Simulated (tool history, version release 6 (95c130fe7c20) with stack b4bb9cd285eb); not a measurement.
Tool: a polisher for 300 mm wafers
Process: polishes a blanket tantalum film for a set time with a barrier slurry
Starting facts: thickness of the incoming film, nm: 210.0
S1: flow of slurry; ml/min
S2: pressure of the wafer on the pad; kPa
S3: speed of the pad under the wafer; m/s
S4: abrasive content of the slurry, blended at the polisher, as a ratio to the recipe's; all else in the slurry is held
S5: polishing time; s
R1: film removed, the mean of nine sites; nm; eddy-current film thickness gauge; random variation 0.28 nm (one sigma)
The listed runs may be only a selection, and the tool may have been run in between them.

run	hour	S1	S2	S3	S4	S5	R1
1	0.0	120	11.7	1.00	1.00	29	47.302
2	0.7	120	11.7	1.00	1.00	29	47.804
3	2.8	115	10.3	1.00	1.00	29	42.840
4	10.7	115	10.3	1.00	1.00	26	37.116
5	13.0	110	9.7	1.00	1.00	26	34.795
6	17.8	110	9.7	1.00	1.15	26	35.905
7	19.7	105	9.0	1.00	1.15	26	33.557
8	27.5	105	9.0	1.00	1.15	26	32.915
9	28.5	100	9.0	1.00	1.15	26	32.406
10	30.8	85	7.6	1.00	1.15	26	26.361
11	33.3	90	7.6	1.00	1.15	26	26.171
12	39.8	95	7.6	1.00	1.15	26	27.159
13	48.9	100	7.6	1.00	1.15	26	27.535
14	52.6	105	7.6	1.00	1.15	26	27.840
15	59.0	115	8.3	1.00	1.15	26	31.030

Run 16, settings as shown, results not yet in. Your forecast:
16	62.4	110	8.3	1.00	1.15	26	?

{"run 16": {"R1": 30.808}}
